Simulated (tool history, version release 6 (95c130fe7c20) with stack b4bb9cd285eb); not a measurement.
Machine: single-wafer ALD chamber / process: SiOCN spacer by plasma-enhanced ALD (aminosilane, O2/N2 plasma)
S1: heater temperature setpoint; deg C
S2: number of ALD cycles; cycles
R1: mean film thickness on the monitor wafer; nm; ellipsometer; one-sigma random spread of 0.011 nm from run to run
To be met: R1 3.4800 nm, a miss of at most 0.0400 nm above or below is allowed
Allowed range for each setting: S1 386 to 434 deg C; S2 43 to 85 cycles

Run 1, hour 0.0: S1 410 deg C, S2 64 cycles. Result: R1 3.2744 nm.
Run 2, hour 1.0: S1 406 deg C, S2 64 cycles. Result: R1 3.2947 nm.
Run 3, hour 5.2: S1 404 deg C, S2 64 cycles. Result: R1 3.3333 nm.
Run 4, hour 12.3: S1 402 deg C, S2 64 cycles. Result: R1 3.3451 nm.
Run 5, hour 14.0: S1 406 deg C, S2 64 cycles. Result: R1 3.2923 nm.
Run 6, hour 22.9: S1 406 deg C, S2 58 cycles. Result: R1 2.9954 nm.
Run 7, hour 29.0: S1 404 deg C, S2 59 cycles. Result: R1 3.0720 nm.
Run 8, hour 37.5: S1 402 deg C, S2 60 cycles. Result: R1 3.1419 nm.
Run 9, hour 43.2: S1 400 deg C, S2 61 cycles. Result: R1 3.2055 nm.
Run 10, hour 47.8: S1 398 deg C, S2 62 cycles. Result: R1 3.2690 nm.
Run 11, hour 56.3: S1 397 deg C, S2 62 cycles. Result: R1 3.2601 nm.

Consider the 5 candidate settings below. Which is the only one whose results all fall within their allowed miss of target?
Run A, hour 64.8: S1 405 deg C, S2 60 cycles. Result: R1 ?.
Run B, hour 64.8: S1 386 deg C, S2 68 cycles. Result: R1 ?.
Run C, hour 64.8: S1 390 deg C, S2 59 cycles. Result: R1 ?.
Run D, hour 64.8: S1 387 deg C, S2 64 cycles. Result: R1 ?.
Run E, hour 64.8: S1 386 deg C, S2 66 cycles. Result: R1 ?.

move      R1
   A  3.1084
   B  3.5830
   C  3.1088
   D  3.3723
   E  3.4777
A: the biggest miss grows against the last run
B: takes the result that was furthest off past its target
C: the biggest miss grows against the last run
D: closes in on the targets versus the last run, not all within tolerance yet
E: each result inside its tolerance
The move that meets every target is E.

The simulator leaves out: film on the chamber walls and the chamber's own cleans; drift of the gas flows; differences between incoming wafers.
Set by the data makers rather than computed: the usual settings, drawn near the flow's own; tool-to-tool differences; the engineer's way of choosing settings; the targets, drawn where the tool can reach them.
